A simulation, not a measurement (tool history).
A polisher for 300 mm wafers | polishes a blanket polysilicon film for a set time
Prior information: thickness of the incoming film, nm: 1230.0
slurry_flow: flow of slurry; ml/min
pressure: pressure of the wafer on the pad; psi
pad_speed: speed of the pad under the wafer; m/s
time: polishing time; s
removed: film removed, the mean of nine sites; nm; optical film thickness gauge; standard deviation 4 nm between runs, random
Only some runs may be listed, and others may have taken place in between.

Run 1, hour 0.0: slurry_flow 130 ml/min, pressure 2.2 psi, pad_speed 1.00 m/s, time 83 s. Result: removed 586.77 nm.
Run 2, hour 4.5: slurry_flow 130 ml/min, pressure 2.2 psi, pad_speed 1.16 m/s, time 83 s. Result: removed 644.70 nm.
Run 3, hour 11.4: slurry_flow 130 ml/min, pressure 2.2 psi, pad_speed 1.16 m/s, time 83 s. Result: removed 654.23 nm.
Run 4, hour 13.4: slurry_flow 130 ml/min, pressure 2.2 psi, pad_speed 1.16 m/s, time 87 s. Result: removed 680.47 nm.
Run 5, hour 21.9: slurry_flow 125 ml/min, pressure 2.0 psi, pad_speed 1.16 m/s, time 87 s. Result: removed 618.30 nm.
Run 6, hour 27.1: slurry_flow 125 ml/min, pressure 2.3 psi, pad_speed 1.16 m/s, time 87 s. Result: removed 708.70 nm.

Run 7 is up next; what results do you expect?
Run 7, hour 35.4: slurry_flow 115 ml/min, pressure 2.1 psi, pad_speed 1.16 m/s, time 87 s. Result: removed ?.

Run 7 gave removed 634.92 nm.
